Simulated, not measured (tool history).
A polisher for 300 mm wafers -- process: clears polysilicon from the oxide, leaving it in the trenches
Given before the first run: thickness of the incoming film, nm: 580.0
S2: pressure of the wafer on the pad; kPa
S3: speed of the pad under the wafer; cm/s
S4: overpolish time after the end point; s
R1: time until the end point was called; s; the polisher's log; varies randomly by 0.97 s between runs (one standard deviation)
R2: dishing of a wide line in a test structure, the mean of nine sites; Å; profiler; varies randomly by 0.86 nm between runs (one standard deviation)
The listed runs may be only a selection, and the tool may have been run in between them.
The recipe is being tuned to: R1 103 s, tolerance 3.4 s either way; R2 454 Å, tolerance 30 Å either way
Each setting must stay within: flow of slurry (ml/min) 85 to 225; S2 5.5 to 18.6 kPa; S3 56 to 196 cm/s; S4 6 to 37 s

{"run": 1, "day": 0.0, "flow of slurry (ml/min)": 145, "S2": 11.7, "S3": 126, "S4": 19, "R1": 45.829, "R2": 460.31}
{"run": 2, "day": 0.321, "flow of slurry (ml/min)": 145, "S2": 11.7, "S3": 100, "S4": 19, "R1": 55.964, "R2": 458.97}
{"run": 3, "day": 0.621, "flow of slurry (ml/min)": 140, "S2": 9.7, "S3": 98, "S4": 20, "R1": 71.313, "R2": 453.69}
{"run": 4, "day": 0.7, "flow of slurry (ml/min)": 140, "S2": 9.7, "S3": 98, "S4": 16, "R1": 70.3, "R2": 433.68}
{"run": 5, "day": 0.975, "flow of slurry (ml/min)": 140, "S2": 9.7, "S3": 98, "S4": 10, "R1": 70.646, "R2": 394.9}
{"day": 1.196, "done": "head pressure recalibrated"}
{"run": 6, "day": 1.196, "flow of slurry (ml/min)": 135, "S2": 8.3, "S3": 98, "S4": 14, "R1": 89.504, "R2": 395.52}
{"run": 7, "day": 1.342, "flow of slurry (ml/min)": 125, "S2": 8.3, "S3": 96, "S4": 18, "R1": 91.266, "R2": 438.85}
{"run": 8, "day": 1.479, "flow of slurry (ml/min)": 115, "S2": 8.3, "S3": 96, "S4": 18, "R1": 93.804, "R2": 432.47}
{"run": 9, "day": 1.825, "flow of slurry (ml/min)": 105, "S2": 8.3, "S3": 96, "S4": 19, "R1": 95.76, "R2": 436.79}
{"run": 10, "day": 1.992, "flow of slurry (ml/min)": 100, "S2": 8.3, "S3": 96, "S4": 20, "R1": 97.42, "R2": 439.66}

Which of these 4 next moves meets every target?
{"run": "A", "day": 2.158, "flow of slurry (ml/min)": 90, "S2": 8.3, "S3": 100, "S4": 22, "R1": "?", "R2": "?"}
{"run": "B", "day": 2.158, "flow of slurry (ml/min)": 125, "S2": 7.6, "S3": 100, "S4": 25, "R1": "?", "R2": "?"}
{"run": "C", "day": 2.158, "flow of slurry (ml/min)": 100, "S2": 9, "S3": 96, "S4": 23, "R1": "?", "R2": "?"}
{"run": "D", "day": 2.158, "flow of slurry (ml/min)": 95, "S2": 7.6, "S3": 100, "S4": 27, "R1": "?", "R2": "?"}

move=A R1=97.551 R2=436.44
move=B R1=96.567 R2=446.11
move=C R1=90.694 R2=444.83
move=D R1=104.13 R2=446.2
A: about as far from the targets as the last run
B: lands further from the targets than the last run did
C: lands further from the targets than the last run did
D: hits every target within its allowed miss
So the answer is move D, the one that meets all the targets.

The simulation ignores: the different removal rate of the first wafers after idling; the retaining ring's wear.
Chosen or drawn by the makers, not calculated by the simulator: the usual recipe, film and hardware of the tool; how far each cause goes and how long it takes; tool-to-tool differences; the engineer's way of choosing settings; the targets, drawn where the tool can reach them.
